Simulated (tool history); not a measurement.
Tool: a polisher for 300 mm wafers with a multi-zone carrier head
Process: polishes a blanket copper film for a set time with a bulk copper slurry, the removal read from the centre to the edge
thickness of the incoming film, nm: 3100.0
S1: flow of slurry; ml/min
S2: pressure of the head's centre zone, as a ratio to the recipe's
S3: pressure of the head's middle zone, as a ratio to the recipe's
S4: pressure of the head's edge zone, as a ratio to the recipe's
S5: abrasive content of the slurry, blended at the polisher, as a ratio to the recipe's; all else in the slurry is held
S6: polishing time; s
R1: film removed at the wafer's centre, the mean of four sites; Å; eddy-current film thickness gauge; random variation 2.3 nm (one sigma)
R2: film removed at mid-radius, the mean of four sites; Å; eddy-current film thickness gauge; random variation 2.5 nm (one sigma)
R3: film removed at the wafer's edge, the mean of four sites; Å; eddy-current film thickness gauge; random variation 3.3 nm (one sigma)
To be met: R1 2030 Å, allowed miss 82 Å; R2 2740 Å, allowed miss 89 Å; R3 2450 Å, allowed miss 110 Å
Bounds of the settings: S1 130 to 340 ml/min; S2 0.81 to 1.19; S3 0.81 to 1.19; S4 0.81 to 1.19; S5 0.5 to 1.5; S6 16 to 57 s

run,day,S1,S2,S3,S4,S5,S6,R1,R2,R3
1,0,220,1,1,1,1,36,2866.6,2840.5,2898.5
2,0.375,215,0.96,1.02,0.98,0.9,36,2642.5,2817.3,2764.5
3,0.438,210,0.93,1.03,0.97,0.85,36,2578.7,2776.4,2773
4,0.662,210,0.93,1.03,1.03,0.85,36,2524,2754.1,2855.8
5,0.775,210,0.93,1.07,1.03,0.85,36,2468.2,2866.9,2858.4
6,1.133,210,0.93,1.07,1.03,1,36,2671.3,2980,2911.9
7,1.296,210,0.91,1.09,1.01,0.9,36,2514.8,2950.2,2806.1
8,1.508,205,0.89,1.1,1,0.85,36,2431.5,2919,2714.8
9,1.679,200,0.87,1.11,1,0.8,36,2333.6,2900.5,2694.1
10,1.733,195,0.86,1.12,0.99,0.75,36,2256.4,2875.4,2678.6
11,1.95,190,0.85,1.12,0.98,0.7,36,2148.8,2749.4,2643.5
12,2.212,190,0.84,1.13,0.96,0.7,36,2089.9,2799.2,2522

Which of these 4 next moves meets every target?
A,2.475,240,0.89,1.07,0.93,0.9,33,?,?,?
B,2.475,225,0.86,1.19,0.96,0.75,34,?,?,?
C,2.475,235,0.84,1.14,1.03,1.05,30,?,?,?
D,2.475,140,0.95,1.1,0.99,0.95,34,?,?,?

move,R1,R2,R3
A,2284.6,2665.1,2467
B,2141.4,2823.5,2426.2
C,2039.2,2656.3,2433.4
D,2309,2607.2,2478.7
A: further off than the last run
B: further off than the last run
C: meets every target
D: further off than the last run
The right move is C.
